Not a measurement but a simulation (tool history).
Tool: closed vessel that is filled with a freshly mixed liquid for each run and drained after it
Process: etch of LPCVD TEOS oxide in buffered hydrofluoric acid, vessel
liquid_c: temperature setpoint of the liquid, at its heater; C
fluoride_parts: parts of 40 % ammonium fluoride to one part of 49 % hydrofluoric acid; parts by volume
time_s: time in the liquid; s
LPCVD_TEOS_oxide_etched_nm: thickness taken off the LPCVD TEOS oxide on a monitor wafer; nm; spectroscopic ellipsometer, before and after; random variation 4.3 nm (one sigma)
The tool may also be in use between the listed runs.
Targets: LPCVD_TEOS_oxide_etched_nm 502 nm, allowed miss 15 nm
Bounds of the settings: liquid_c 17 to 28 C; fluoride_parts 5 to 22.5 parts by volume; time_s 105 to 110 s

{"run": 1, "hour": 0.0, "liquid_c": 20, "fluoride_parts": 13.5, "time_s": 105, "LPCVD_TEOS_oxide_etched_nm": 353.38}
{"run": 2, "hour": 7.7, "liquid_c": 20, "fluoride_parts": 11.5, "time_s": 105, "LPCVD_TEOS_oxide_etched_nm": 411.54}
{"run": 3, "hour": 9.5, "liquid_c": 20, "fluoride_parts": 11.5, "time_s": 110, "LPCVD_TEOS_oxide_etched_nm": 434.12}
{"run": 4, "hour": 18.1, "liquid_c": 21, "fluoride_parts": 11.5, "time_s": 110, "LPCVD_TEOS_oxide_etched_nm": 455.23}
{"run": 5, "hour": 26.4, "liquid_c": 21, "fluoride_parts": 11.5, "time_s": 105, "LPCVD_TEOS_oxide_etched_nm": 441.07}
{"run": 6, "hour": 31.7, "liquid_c": 21.5, "fluoride_parts": 11.5, "time_s": 105, "LPCVD_TEOS_oxide_etched_nm": 457.19}
{"run": 7, "hour": 33.4, "liquid_c": 22, "fluoride_parts": 11.5, "time_s": 105, "LPCVD_TEOS_oxide_etched_nm": 458.18}
{"run": 8, "hour": 37.2, "liquid_c": 22.5, "fluoride_parts": 11.5, "time_s": 105, "LPCVD_TEOS_oxide_etched_nm": 471.92}

Which of these 5 next moves meets every target?
{"run": "A", "hour": 41.0, "liquid_c": 23, "fluoride_parts": 12.5, "time_s": 105, "LPCVD_TEOS_oxide_etched_nm": "?"}
{"run": "B", "hour": 41.0, "liquid_c": 19.5, "fluoride_parts": 10.5, "time_s": 105, "LPCVD_TEOS_oxide_etched_nm": "?"}
{"run": "C", "hour": 41.0, "liquid_c": 25.5, "fluoride_parts": 13, "time_s": 105, "LPCVD_TEOS_oxide_etched_nm": "?"}
{"run": "D", "hour": 41.0, "liquid_c": 24, "fluoride_parts": 14, "time_s": 105, "LPCVD_TEOS_oxide_etched_nm": "?"}
{"run": "E", "hour": 41.0, "liquid_c": 22, "fluoride_parts": 12.5, "time_s": 105, "LPCVD_TEOS_oxide_etched_nm": "?"}

move=A LPCVD_TEOS_oxide_etched_nm=451.07
move=B LPCVD_TEOS_oxide_etched_nm=440.31
move=C LPCVD_TEOS_oxide_etched_nm=497.43
move=D LPCVD_TEOS_oxide_etched_nm=426.38
move=E LPCVD_TEOS_oxide_etched_nm=426.89
A: further off than the last run
B: further off than the last run
C: meets every target
D: further off than the last run
E: further off than the last run
The right move is C.

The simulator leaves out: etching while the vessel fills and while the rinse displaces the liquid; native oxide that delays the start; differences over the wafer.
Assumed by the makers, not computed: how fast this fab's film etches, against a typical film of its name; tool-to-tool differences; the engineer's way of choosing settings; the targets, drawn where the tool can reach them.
